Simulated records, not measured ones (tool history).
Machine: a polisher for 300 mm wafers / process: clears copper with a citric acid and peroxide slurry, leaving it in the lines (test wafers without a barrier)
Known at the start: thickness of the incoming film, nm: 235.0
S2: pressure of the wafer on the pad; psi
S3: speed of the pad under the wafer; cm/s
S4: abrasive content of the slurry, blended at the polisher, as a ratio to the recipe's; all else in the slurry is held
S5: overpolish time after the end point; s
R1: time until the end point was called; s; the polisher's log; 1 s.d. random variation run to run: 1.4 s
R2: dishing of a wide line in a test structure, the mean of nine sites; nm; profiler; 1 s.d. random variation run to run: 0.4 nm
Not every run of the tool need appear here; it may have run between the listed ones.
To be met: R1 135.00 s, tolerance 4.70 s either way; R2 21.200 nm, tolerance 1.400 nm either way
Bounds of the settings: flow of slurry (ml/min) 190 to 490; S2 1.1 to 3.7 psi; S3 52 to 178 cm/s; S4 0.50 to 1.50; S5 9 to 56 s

Run 1, hour 0.0: flow of slurry (ml/min) 315, S2 2.4 psi, S3 114 cm/s, S4 1.00, S5 29 s. Result: R1 120.55 s, R2 38.871 nm.
Run 2, hour 8.3: flow of slurry (ml/min) 315, S2 2.4 psi, S3 114 cm/s, S4 1.00, S5 39 s. Result: R1 118.32 s, R2 49.892 nm.
Run 3, hour 10.4: flow of slurry (ml/min) 315, S2 2.4 psi, S3 114 cm/s, S4 1.00, S5 33 s. Result: R1 120.61 s, R2 43.850 nm.
Run 4, hour 17.1: flow of slurry (ml/min) 315, S2 2.3 psi, S3 114 cm/s, S4 1.00, S5 29 s. Result: R1 124.75 s, R2 37.583 nm.
Run 5, hour 19.4: flow of slurry (ml/min) 315, S2 2.3 psi, S3 114 cm/s, S4 1.00, S5 25 s. Result: R1 122.55 s, R2 32.927 nm.
Run 6, hour 22.5: flow of slurry (ml/min) 315, S2 1.8 psi, S3 114 cm/s, S4 1.00, S5 25 s. Result: R1 159.27 s, R2 25.577 nm.
Run 7, hour 25.5: flow of slurry (ml/min) 315, S2 1.9 psi, S3 114 cm/s, S4 1.00, S5 23 s. Result: R1 151.01 s, R2 25.545 nm.
Run 8, hour 34.4: flow of slurry (ml/min) 315, S2 1.9 psi, S3 114 cm/s, S4 1.00, S5 23 s. Result: R1 148.97 s, R2 25.994 nm.
Run 9, hour 40.1: flow of slurry (ml/min) 315, S2 1.9 psi, S3 114 cm/s, S4 1.00, S5 21 s. Result: R1 149.45 s, R2 23.534 nm.
Run 10, hour 46.8: flow of slurry (ml/min) 315, S2 1.9 psi, S3 114 cm/s, S4 1.00, S5 20 s. Result: R1 151.98 s, R2 22.835 nm.
Run 11, hour 55.1: flow of slurry (ml/min) 315, S2 1.9 psi, S3 114 cm/s, S4 1.00, S5 20 s. Result: R1 149.65 s, R2 22.873 nm.
Run 12, hour 57.1: flow of slurry (ml/min) 315, S2 1.9 psi, S3 114 cm/s, S4 1.00, S5 19 s. Result: R1 148.69 s, R2 21.404 nm.
At hour 65.7: worn pad replaced by a new one.
Run 13, hour 65.7: flow of slurry (ml/min) 315, S2 2.2 psi, S3 114 cm/s, S4 1.00, S5 15 s. Result: R1 114.85 s, R2 21.688 nm.

Which of these 5 next moves meets every target?
Run A, hour 74.3: flow of slurry (ml/min) 350, S2 1.6 psi, S3 112 cm/s, S4 1.50, S5 19 s. Result: R1 ?, R2 ?.
Run B, hour 74.3: flow of slurry (ml/min) 280, S2 1.7 psi, S3 118 cm/s, S4 0.85, S5 19 s. Result: R1 ?, R2 ?.
Run C, hour 74.3: flow of slurry (ml/min) 305, S2 2.1 psi, S3 104 cm/s, S4 0.95, S5 16 s. Result: R1 ?, R2 ?.
Run D, hour 74.3: flow of slurry (ml/min) 375, S2 2.3 psi, S3 122 cm/s, S4 1.05, S5 13 s. Result: R1 ?, R2 ?.
Run E, hour 74.3: flow of slurry (ml/min) 325, S2 2.4 psi, S3 108 cm/s, S4 1.10, S5 15 s. Result: R1 ?, R2 ?.

move      R1      R2
   A  143.86  22.096
   B  149.04  21.458
   C  133.06  20.522
   D  100.46  22.007
   E  108.66  23.382
A: pushes the last run's worst result past its target
B: pushes the last run's worst result past its target
C: all results in spec
D: lands further from the targets than the last run did
E: lands further from the targets than the last run did
Move C is the one to make.
